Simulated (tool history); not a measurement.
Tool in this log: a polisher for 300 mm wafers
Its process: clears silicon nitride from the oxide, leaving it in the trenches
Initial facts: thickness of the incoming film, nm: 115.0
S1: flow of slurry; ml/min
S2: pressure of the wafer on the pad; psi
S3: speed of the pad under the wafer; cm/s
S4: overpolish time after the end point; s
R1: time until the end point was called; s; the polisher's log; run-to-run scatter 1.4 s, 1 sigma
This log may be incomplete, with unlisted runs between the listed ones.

run	hour	S1	S2	S3	S4	R1
1	0.0	275	3.3	102	9	112.660
2	6.7	275	3.5	102	9	108.660
3	11.9	275	4.3	102	9	88.734
4	15.8	275	3.6	102	9	108.770
5	18.4	275	3.3	102	9	115.020
6	25.7	275	3.6	104	9	102.860
7	28.0	275	3.8	104	9	98.534
8	31.1	275	4.0	104	9	93.277
9	31.8	275	4.1	104	9	94.554
10	39.4	275	4.3	106	9	89.169

Expected results for the next run?
11	42.0	275	4.4	106	9	?

{"run 11": {"R1": 85.092}}

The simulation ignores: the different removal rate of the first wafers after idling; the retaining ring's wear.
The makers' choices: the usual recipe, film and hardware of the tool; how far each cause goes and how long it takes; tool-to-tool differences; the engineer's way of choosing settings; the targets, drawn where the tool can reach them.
